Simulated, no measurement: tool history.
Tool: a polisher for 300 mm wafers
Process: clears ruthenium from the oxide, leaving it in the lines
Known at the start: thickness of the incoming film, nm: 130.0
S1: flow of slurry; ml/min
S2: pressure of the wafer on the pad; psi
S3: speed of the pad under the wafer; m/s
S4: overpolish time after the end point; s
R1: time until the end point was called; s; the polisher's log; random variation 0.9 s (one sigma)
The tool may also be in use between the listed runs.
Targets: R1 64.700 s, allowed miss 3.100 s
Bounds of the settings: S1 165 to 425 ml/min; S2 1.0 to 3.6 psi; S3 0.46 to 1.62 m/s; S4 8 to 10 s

run	hour	S1	S2	S3	S4	R1
1	0.0	275	2.3	1.04	10	95.957
2	4.7	275	2.3	0.96	10	103.960
3	7.5	275	2.5	0.96	10	93.634
4	9.1	275	2.2	0.96	10	106.700
5	11.8	275	2.6	0.96	10	91.336
6	15.9	215	2.6	0.96	10	93.697
7	22.6	215	2.8	0.96	10	87.607
8	28.0	220	3.0	0.96	10	80.764
9	30.4	220	3.1	0.96	10	79.781

4 next moves are on the table. One of them brings every result within its allowed miss. Which?
A	32.8	230	3.4	1.06	9	?
B	32.8	180	3.6	1.20	10	?
C	32.8	230	3.2	0.90	10	?
D	32.8	235	3.6	1.12	8	?

move	R1
A	65.662
B	57.151
C	81.636
D	58.686
A: meets every target
B: takes the result that was furthest off past its target
C: further off than the last run
D: takes the result that was furthest off past its target
Move A is the one to make.
